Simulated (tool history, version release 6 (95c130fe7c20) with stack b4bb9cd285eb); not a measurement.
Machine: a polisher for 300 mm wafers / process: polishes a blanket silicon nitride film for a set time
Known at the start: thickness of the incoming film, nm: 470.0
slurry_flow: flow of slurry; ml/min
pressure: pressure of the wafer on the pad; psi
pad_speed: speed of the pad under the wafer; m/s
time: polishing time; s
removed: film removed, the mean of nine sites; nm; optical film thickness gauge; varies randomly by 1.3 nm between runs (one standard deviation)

run,day,slurry_flow,pressure,pad_speed,time,removed
1,0.000,195,3.1,1.06,115,155.40
2,0.333,195,2.9,1.06,115,151.68
3,0.621,195,2.9,1.06,115,147.35
4,0.950,195,2.8,1.06,115,141.16
5,1.250,195,2.8,0.86,115,122.64
6,1.350,195,2.7,0.86,115,121.43

Run 7 is up next; what results do you expect?
7,1.596,195,2.6,0.86,115,?

{"run 7": {"removed": 117.54}}

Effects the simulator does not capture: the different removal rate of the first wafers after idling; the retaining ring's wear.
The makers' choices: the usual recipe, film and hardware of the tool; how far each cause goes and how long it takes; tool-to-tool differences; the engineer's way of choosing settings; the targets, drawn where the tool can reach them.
